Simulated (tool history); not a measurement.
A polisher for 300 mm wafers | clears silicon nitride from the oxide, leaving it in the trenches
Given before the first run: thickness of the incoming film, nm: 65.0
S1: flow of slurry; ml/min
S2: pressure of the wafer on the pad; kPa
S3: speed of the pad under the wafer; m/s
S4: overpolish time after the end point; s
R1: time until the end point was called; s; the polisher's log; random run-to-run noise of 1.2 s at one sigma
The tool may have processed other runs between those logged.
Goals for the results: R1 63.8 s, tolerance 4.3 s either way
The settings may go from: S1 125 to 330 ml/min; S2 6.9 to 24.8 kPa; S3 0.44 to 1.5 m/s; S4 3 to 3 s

run 1 hour=0 | S1=210 S2=15.9 S3=0.96 S4=3 | R1=81.505
run 2 hour=2.4 | S1=210 S2=15.9 S3=0.78 S4=3 | R1=98.253
run 3 hour=5.1 | S1=210 S2=17.2 S3=0.78 S4=3 | R1=90.577
run 4 hour=8.9 | S1=210 S2=17.2 S3=0.78 S4=3 | R1=88.358
run 5 hour=10.1 | S1=210 S2=17.9 S3=0.78 S4=3 | R1=83.53
run 6 hour=17.7 | S1=210 S2=18.6 S3=0.78 S4=3 | R1=85.111
run 7 hour=21.9 | S1=210 S2=20 S3=0.8 S4=3 | R1=77.747
run 8 hour=25.8 | S1=210 S2=20.7 S3=0.82 S4=3 | R1=74.872
run 9 hour=33.7 | S1=210 S2=21.4 S3=0.84 S4=3 | R1=70.335
run 10 hour=42.6 | S1=210 S2=22.1 S3=0.84 S4=3 | R1=70.798

Which single option among these 5 for the next run brings every result within its allowed miss of target? Just one does.
run A hour=51.5 | S1=215 S2=20.7 S3=0.8 S4=3 | R1=?
run B hour=51.5 | S1=215 S2=20 S3=1 S4=3 | R1=?
run C hour=51.5 | S1=210 S2=21.4 S3=0.72 S4=3 | R1=?
run D hour=51.5 | S1=185 S2=19.3 S3=0.84 S4=3 | R1=?
run E hour=51.5 | S1=270 S2=22.8 S3=0.64 S4=3 | R1=?

move=A R1=78.222
move=B R1=66.947
move=C R1=82.939
move=D R1=80.629
move=E R1=84.562
A: the biggest miss grows against the last run
B: all results in spec
C: the biggest miss grows against the last run
D: the biggest miss grows against the last run
E: the biggest miss grows against the last run
Go with B: it meets all targets.
